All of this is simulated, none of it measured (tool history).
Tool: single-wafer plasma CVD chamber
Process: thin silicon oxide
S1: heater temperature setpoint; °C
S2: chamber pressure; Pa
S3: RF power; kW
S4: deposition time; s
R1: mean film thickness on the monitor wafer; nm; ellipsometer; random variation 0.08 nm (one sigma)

{"run": 1, "hour": 0.0, "S1": 390, "S2": 132.4, "S3": 0.365, "S4": 5.42, "R1": 12.564}
{"run": 2, "hour": 2.7, "S1": 390, "S2": 132.4, "S3": 0.385, "S4": 5.42, "R1": 12.8}
{"run": 3, "hour": 7.0, "S1": 381, "S2": 132.4, "S3": 0.385, "S4": 5.42, "R1": 12.967}
{"run": 4, "hour": 10.9, "S1": 381, "S2": 136.8, "S3": 0.385, "S4": 5.42, "R1": 13.296}
{"run": 5, "hour": 15.2, "S1": 381, "S2": 140.1, "S3": 0.385, "S4": 5.42, "R1": 13.384}
{"run": 6, "hour": 15.9, "S1": 372, "S2": 140.1, "S3": 0.385, "S4": 5.42, "R1": 13.719}
{"run": 7, "hour": 18.3, "S1": 372, "S2": 142.3, "S3": 0.385, "S4": 5.42, "R1": 13.788}

Forecast run 8:
{"run": 8, "hour": 26.2, "S1": 372, "S2": 144.3, "S3": 0.385, "S4": 5.42, "R1": "?"}

{"run 8": {"R1": 13.704}}
